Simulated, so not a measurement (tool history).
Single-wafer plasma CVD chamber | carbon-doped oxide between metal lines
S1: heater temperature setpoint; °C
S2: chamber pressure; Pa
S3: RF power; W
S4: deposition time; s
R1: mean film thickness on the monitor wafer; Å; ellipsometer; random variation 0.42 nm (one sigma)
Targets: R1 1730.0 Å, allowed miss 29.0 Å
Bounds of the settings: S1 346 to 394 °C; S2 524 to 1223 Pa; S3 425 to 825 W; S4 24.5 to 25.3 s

Run 1, hour 0.0: S1 370 °C, S2 873 Pa, S3 625 W, S4 24.5 s. Result: R1 1447.3 Å.
Run 2, hour 3.7: S1 370 °C, S2 813 Pa, S3 625 W, S4 24.5 s. Result: R1 1423.7 Å.
Run 3, hour 9.4: S1 369 °C, S2 849 Pa, S3 635 W, S4 24.5 s. Result: R1 1456.5 Å.
Run 4, hour 16.9: S1 369 °C, S2 849 Pa, S3 635 W, S4 25.3 s. Result: R1 1503.6 Å.
At hour 22.5: thermocouple changed; heater temperature recalibrated.
Run 5, hour 22.5: S1 368 °C, S2 879 Pa, S3 645 W, S4 25.3 s. Result: R1 1541.1 Å.
Run 6, hour 29.8: S1 367 °C, S2 907 Pa, S3 650 W, S4 25.3 s. Result: R1 1564.0 Å.
Run 7, hour 34.5: S1 366 °C, S2 929 Pa, S3 655 W, S4 25.3 s. Result: R1 1572.9 Å.
Run 8, hour 35.2: S1 365 °C, S2 953 Pa, S3 660 W, S4 25.3 s. Result: R1 1594.3 Å.
Run 9, hour 41.5: S1 364 °C, S2 973 Pa, S3 665 W, S4 25.3 s. Result: R1 1606.4 Å.
Run 10, hour 47.4: S1 363 °C, S2 992 Pa, S3 670 W, S4 25.3 s. Result: R1 1619.3 Å.
Run 11, hour 52.1: S1 362 °C, S2 1008 Pa, S3 675 W, S4 25.3 s. Result: R1 1634.2 Å.
Run 12, hour 53.8: S1 362 °C, S2 1021 Pa, S3 680 W, S4 25.3 s. Result: R1 1641.1 Å.

Which of these 5 next moves meets every target?
Run A, hour 55.5: S1 368 °C, S2 985 Pa, S3 720 W, S4 25.2 s. Result: R1 ?.
Run B, hour 55.5: S1 362 °C, S2 1119 Pa, S3 675 W, S4 25.3 s. Result: R1 ?.
Run C, hour 55.5: S1 356 °C, S2 948 Pa, S3 670 W, S4 25.3 s. Result: R1 ?.
Run D, hour 55.5: S1 354 °C, S2 1101 Pa, S3 720 W, S4 24.9 s. Result: R1 ?.
Run E, hour 55.5: S1 364 °C, S2 1008 Pa, S3 705 W, S4 25.1 s. Result: R1 ?.

move      R1
   A  1674.8
   B  1648.7
   C  1640.7
   D  1722.3
   E  1662.7
A: nearer than the last run, and not there yet
B: nearer than the last run, and not there yet
C: as far off as the last run
D: meets every target
E: nearer than the last run, and not there yet
Answer: D
